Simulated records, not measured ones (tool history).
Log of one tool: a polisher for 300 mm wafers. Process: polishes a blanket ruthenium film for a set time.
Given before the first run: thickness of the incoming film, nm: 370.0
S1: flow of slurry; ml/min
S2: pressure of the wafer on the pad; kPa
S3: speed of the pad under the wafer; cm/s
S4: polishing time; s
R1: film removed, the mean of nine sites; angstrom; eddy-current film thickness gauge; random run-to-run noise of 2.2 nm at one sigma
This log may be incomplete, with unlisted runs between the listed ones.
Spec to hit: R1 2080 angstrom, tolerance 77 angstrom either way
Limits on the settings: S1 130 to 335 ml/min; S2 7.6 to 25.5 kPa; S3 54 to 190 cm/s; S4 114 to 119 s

Run 1, hour 0: S1 215 ml/min, S2 16.5 kPa, S3 122 cm/s, S4 114 s. Result: R1 1532.3 angstrom.
Run 2, hour 5.9: S1 175 ml/min, S2 16.5 kPa, S3 122 cm/s, S4 114 s. Result: R1 1513.5 angstrom.
Run 3, hour 10.5: S1 175 ml/min, S2 17.9 kPa, S3 122 cm/s, S4 114 s. Result: R1 1624.5 angstrom.
Run 4, hour 15.4: S1 175 ml/min, S2 17.9 kPa, S3 122 cm/s, S4 119 s. Result: R1 1665.1 angstrom.
Run 5, hour 18.1: S1 180 ml/min, S2 18.6 kPa, S3 122 cm/s, S4 119 s. Result: R1 1743.1 angstrom.
Run 6, hour 18.9: S1 180 ml/min, S2 19.3 kPa, S3 122 cm/s, S4 119 s. Result: R1 1776.8 angstrom.
Run 7, hour 24.1: S1 180 ml/min, S2 20 kPa, S3 122 cm/s, S4 119 s. Result: R1 1820.2 angstrom.
Run 8, hour 32: S1 180 ml/min, S2 20.7 kPa, S3 122 cm/s, S4 119 s. Result: R1 1846.5 angstrom.
Run 9, hour 36.1: S1 180 ml/min, S2 21.4 kPa, S3 122 cm/s, S4 119 s. Result: R1 1959 angstrom.
Run 10, hour 41.4: S1 180 ml/min, S2 22.1 kPa, S3 122 cm/s, S4 119 s. Result: R1 1966.5 angstrom.

Exercise: of the 4 proposed moves below, exactly one satisfies all targets within the stated allowed misses. Which move is it?
Run A, hour 46.7: S1 185 ml/min, S2 24.8 kPa, S3 116 cm/s, S4 119 s. Result: R1 ?.
Run B, hour 46.7: S1 180 ml/min, S2 22.1 kPa, S3 116 cm/s, S4 119 s. Result: R1 ?.
Run C, hour 46.7: S1 200 ml/min, S2 21.4 kPa, S3 124 cm/s, S4 114 s. Result: R1 ?.
Run D, hour 46.7: S1 185 ml/min, S2 24.1 kPa, S3 110 cm/s, S4 118 s. Result: R1 ?.

move      R1
   A  2122.9
   B    1922
   C  1929.4
   D  1955.5
A: all results land within tolerance of their targets
B: the biggest miss grows against the last run
C: the biggest miss grows against the last run
D: the biggest miss grows against the last run
A is the move that brings every result within its allowed miss.
